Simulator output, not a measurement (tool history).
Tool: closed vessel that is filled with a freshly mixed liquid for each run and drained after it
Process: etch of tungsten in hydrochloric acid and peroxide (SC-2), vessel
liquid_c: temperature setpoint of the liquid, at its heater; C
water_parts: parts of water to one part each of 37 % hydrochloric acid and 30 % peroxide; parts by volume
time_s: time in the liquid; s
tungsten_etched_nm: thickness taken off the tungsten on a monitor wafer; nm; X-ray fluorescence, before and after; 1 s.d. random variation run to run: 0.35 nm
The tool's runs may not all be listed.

run,hour,liquid_c,water_parts,time_s,tungsten_etched_nm
1,0,64,6,100,86.063
2,2.4,64,7.5,100,71.564
3,3.6,64,6.5,100,80.567
4,11.6,62.5,6.5,100,73.961
# hour 12.2: new drum of peroxide connected
5,12.2,61,6.5,100,71.416
6,21,67.5,6.5,100,107.28
7,24,65.5,6.5,100,95.097

Run 8 comes next. What will it give?
8,25.6,63.5,6.5,100,?

{"run 8": {"tungsten_etched_nm": 83.671}}
